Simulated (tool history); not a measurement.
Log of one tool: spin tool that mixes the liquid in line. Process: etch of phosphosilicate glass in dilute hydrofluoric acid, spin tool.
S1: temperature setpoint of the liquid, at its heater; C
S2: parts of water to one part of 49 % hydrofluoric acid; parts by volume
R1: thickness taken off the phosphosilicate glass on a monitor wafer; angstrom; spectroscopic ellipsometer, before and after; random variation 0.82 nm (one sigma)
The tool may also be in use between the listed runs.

Run 1, day 0.000: S1 23.0 C, S2 280 parts by volume, time under the liquid (s) 110. Result: R1 605.73 angstrom.
Run 2, day 0.158: S1 23.0 C, S2 230 parts by volume, time under the liquid (s) 110. Result: R1 772.64 angstrom.
Run 3, day 0.242: S1 25.5 C, S2 180 parts by volume, time under the liquid (s) 110. Result: R1 1137.10 angstrom.
Run 4, day 0.612: S1 27.5 C, S2 160 parts by volume, time under the liquid (s) 110. Result: R1 1417.10 angstrom.
Run 5, day 0.729: S1 28.5 C, S2 145 parts by volume, time under the liquid (s) 110. Result: R1 1651.50 angstrom.
Run 6, day 0.962: S1 30.5 C, S2 145 parts by volume, time under the liquid (s) 110. Result: R1 1767.00 angstrom.
Run 7, day 1.233: S1 31.0 C, S2 105 parts by volume, time under the liquid (s) 110. Result: R1 2637.60 angstrom.
Run 8, day 1.300: S1 29.5 C, S2 105 parts by volume, time under the liquid (s) 110. Result: R1 2501.30 angstrom.
Run 9, day 1.533: S1 28.0 C, S2 105 parts by volume, time under the liquid (s) 110. Result: R1 2339.00 angstrom.
Run 10, day 1.592: S1 27.0 C, S2 105 parts by volume, time under the liquid (s) 110. Result: R1 2262.00 angstrom.

The next listed run, before its measurement:
Run 11, day 1.612: S1 26.0 C, S2 105 parts by volume, time under the liquid (s) 110. Result: R1 ?.

{"run 11": {"R1": 2182.9}}

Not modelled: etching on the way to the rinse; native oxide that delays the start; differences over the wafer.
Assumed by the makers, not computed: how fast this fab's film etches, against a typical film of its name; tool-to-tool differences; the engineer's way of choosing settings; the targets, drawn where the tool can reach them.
